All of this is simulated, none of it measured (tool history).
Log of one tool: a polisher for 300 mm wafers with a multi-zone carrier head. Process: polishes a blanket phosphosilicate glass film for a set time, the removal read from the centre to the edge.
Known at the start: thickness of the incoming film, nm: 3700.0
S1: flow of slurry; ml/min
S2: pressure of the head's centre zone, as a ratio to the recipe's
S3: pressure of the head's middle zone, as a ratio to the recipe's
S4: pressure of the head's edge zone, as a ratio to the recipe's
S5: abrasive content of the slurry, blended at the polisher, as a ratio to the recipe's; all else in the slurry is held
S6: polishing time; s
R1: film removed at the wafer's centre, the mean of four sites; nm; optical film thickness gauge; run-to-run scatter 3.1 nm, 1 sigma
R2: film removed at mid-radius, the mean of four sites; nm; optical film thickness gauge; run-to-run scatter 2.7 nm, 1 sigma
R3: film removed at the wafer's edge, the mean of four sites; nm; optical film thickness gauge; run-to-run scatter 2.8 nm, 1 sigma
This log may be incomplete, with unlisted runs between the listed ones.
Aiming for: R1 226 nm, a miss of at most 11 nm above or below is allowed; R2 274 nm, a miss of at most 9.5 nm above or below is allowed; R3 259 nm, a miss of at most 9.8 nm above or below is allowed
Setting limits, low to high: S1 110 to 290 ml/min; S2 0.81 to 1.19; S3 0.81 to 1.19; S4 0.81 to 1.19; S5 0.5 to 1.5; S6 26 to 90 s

Run 1, hour 0: S1 185 ml/min, S2 1, S3 1, S4 1, S5 1, S6 58 s. Result: R1 360.55 nm, R2 380.41 nm, R3 386.43 nm.
Run 2, hour 2.7: S1 185 ml/min, S2 1, S3 1, S4 1, S5 1, S6 64 s. Result: R1 404.26 nm, R2 426.92 nm, R3 419 nm.
Run 3, hour 5.2: S1 175 ml/min, S2 0.97, S3 1, S4 0.96, S5 0.85, S6 61 s. Result: R1 349.74 nm, R2 376.19 nm, R3 362.82 nm.
Run 4, hour 9.9: S1 165 ml/min, S2 0.93, S3 1, S4 0.95, S5 0.75, S6 59 s. Result: R1 307.67 nm, R2 347.49 nm, R3 337.51 nm.
Run 5, hour 17.1: S1 130 ml/min, S2 0.93, S3 1, S4 0.95, S5 0.75, S6 59 s. Result: R1 300.21 nm, R2 333.02 nm, R3 331.52 nm.
Run 6, hour 19.5: S1 150 ml/min, S2 0.93, S3 1, S4 0.95, S5 0.75, S6 59 s. Result: R1 303.47 nm, R2 343.55 nm, R3 333.29 nm.
Run 7, hour 22.3: S1 180 ml/min, S2 0.84, S3 0.96, S4 0.88, S5 0.5, S6 51 s. Result: R1 209.62 nm, R2 244.8 nm, R3 248.03 nm.
Run 8, hour 27.1: S1 185 ml/min, S2 0.85, S3 0.98, S4 0.89, S5 0.5, S6 51 s. Result: R1 207.59 nm, R2 257.92 nm, R3 249.24 nm.

5 next moves are on the table. One of them brings every result within its allowed miss. Which?
Run A, hour 31.9: S1 210 ml/min, S2 0.86, S3 0.97, S4 0.95, S5 0.5, S6 47 s. Result: R1 ?, R2 ?, R3 ?.
Run B, hour 31.9: S1 150 ml/min, S2 0.81, S3 0.99, S4 1.01, S5 0.55, S6 52 s. Result: R1 ?, R2 ?, R3 ?.
Run C, hour 31.9: S1 180 ml/min, S2 0.89, S3 0.97, S4 0.86, S5 0.6, S6 47 s. Result: R1 ?, R2 ?, R3 ?.
Run D, hour 31.9: S1 230 ml/min, S2 0.83, S3 1.17, S4 0.85, S5 0.5, S6 48 s. Result: R1 ?, R2 ?, R3 ?.
Run E, hour 31.9: S1 180 ml/min, S2 0.85, S3 0.98, S4 0.86, S5 0.6, S6 51 s. Result: R1 ?, R2 ?, R3 ?.

move      R1      R2      R3
   A  204.47  236.06  236.25
   B  211.04  263.47  270.94
   C  222.51  248.68  238.87
   D   203.9  274.52  230.51
   E  230.51  271.62  259.17
A: the biggest miss grows against the last run
B: gains on the last run, yet a result remains outside its allowed miss
C: the biggest miss grows against the last run
D: brings the last run's worst result on target, with another outside its allowed miss
E: each result inside its tolerance
Correct choice: E, which meets every target

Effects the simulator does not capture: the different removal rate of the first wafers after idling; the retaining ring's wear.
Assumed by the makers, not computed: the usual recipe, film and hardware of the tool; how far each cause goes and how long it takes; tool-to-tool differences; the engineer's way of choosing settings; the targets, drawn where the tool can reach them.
